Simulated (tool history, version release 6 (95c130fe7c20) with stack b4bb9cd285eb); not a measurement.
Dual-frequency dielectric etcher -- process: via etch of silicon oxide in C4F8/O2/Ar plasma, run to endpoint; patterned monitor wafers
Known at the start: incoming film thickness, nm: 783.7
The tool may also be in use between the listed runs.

run	day	source power (W)	bias power (W)	endpoint time (s)
1	0	1660	1820	183.34
2	0.038	1520	1713	196.11
3	0.108	1520	1985	188.99
4	0.442	1800	1985	173.73
5	0.667	1630	1885	184.54
6	0.908	1910	1885	171.79
7	1.096	1720	1781	182.33
8	1.442	1570	1708	193.08
9	1.725	1450	1663	201.84
10	1.783	1360	1639	208.97
11	1.829	1290	1629	216.62
12	2.029	1250	1624	222.04
13	2.3	1220	1621	224.28
14	2.521	1200	1618	224.77

What will run 15 give?
15	2.829	1180	1615	?

{"run 15": {"endpoint time (s)": 228.39}}
